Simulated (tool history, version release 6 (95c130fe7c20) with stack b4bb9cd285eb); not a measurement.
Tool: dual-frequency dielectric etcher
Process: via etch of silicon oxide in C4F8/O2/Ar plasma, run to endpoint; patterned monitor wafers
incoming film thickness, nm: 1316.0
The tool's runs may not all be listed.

run	day	source power (kW)	bias power (kW)	endpoint time (s)
1	0	1.67	2.403	262.6
2	0.342	1.72	2.416	256.84
3	0.558	1.72	2.824	249.59
4	0.838	1.72	3.181	244.89
5	1.012	1.51	3.181	254.16
6	1.121	1.26	3.181	269.19

The next listed run, before its measurement:
7	1.229	1.6	3.361	?

Run 7 gave endpoint time (s) 246.9.
